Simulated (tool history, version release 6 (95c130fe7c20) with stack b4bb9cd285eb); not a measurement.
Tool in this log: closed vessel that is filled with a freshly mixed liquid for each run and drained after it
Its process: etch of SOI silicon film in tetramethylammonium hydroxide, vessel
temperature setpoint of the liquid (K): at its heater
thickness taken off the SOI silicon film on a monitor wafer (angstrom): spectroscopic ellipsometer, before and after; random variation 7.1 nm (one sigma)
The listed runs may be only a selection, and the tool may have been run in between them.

run,hour,temperature setpoint of the liquid (K),concentration of hydroxide in the mixed liquid (% by weight),time in the liquid (s),thickness taken off the SOI silicon film on a monitor wafer (angstrom)
1,0.0,339.15,17.0,90,3839.2
2,2.9,339.15,14.5,90,4060.9
3,4.3,339.15,12.5,90,4400.9
4,6.4,339.15,12.5,95,4610.0
5,10.9,339.15,12.5,90,4376.1
6,17.4,341.65,12.5,90,5105.8
# hour 25.2: thermometer replaced
7,25.2,343.15,12.5,90,6110.2

For run 8, what comes out?
8,27.1,343.65,12.5,90,?

thickness taken off the SOI silicon film on a monitor wafer (angstrom): 6305.0
